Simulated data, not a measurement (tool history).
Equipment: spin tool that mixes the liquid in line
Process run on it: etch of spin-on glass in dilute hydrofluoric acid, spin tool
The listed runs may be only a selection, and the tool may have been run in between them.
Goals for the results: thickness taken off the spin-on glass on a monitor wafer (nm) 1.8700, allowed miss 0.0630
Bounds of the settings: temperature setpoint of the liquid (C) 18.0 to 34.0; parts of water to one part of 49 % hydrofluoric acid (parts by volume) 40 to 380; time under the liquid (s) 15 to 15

| run | hour | temperature setpoint of the liquid (C) | parts of water to one part of 49 % hydrofluoric acid (parts by volume) | time under the liquid (s) | thickness taken off the spin-on glass on a monitor wafer (nm) |
|---|---|---|---|---|---|
| 1 | 0.0 | 26.0 | 210 | 15 | 4.0445 |
| 2 | 5.1 | 23.5 | 210 | 15 | 3.6908 |
| 3 | 8.2 | 23.5 | 160 | 15 | 5.0399 |
| 4 | 16.0 | 22.0 | 200 | 15 | 3.7057 |
| 5 | 17.5 | 22.0 | 200 | 15 | 3.6442 |
|  | 26.3 | hydrofluoric acid flow meter replaced |
| 6 | 26.3 | 21.0 | 225 | 15 | 2.8801 |
| 7 | 28.3 | 20.0 | 240 | 15 | 2.5595 |
| 8 | 35.0 | 19.5 | 250 | 15 | 2.3957 |

Of the 4 settings listed for the next run, only one would bring every result within its allowed miss of target. Which one?
| A | 41.7 | 20.5 | 285 | 15 | ? |
| B | 41.7 | 21.0 | 335 | 15 | ? |
| C | 41.7 | 18.0 | 270 | 15 | ? |
| D | 41.7 | 19.5 | 300 | 15 | ? |

| move | thickness taken off the spin-on glass on a monitor wafer (nm) |
|---|---|
| A | 2.1092 |
| B | 1.7466 |
| C | 2.0557 |
| D | 1.9058 |
A: closes in on the targets versus the last run, not all within tolerance yet
B: takes the biggest miss from the last run beyond its target
C: closes in on the targets versus the last run, not all within tolerance yet
D: each result inside its tolerance
Answer: D

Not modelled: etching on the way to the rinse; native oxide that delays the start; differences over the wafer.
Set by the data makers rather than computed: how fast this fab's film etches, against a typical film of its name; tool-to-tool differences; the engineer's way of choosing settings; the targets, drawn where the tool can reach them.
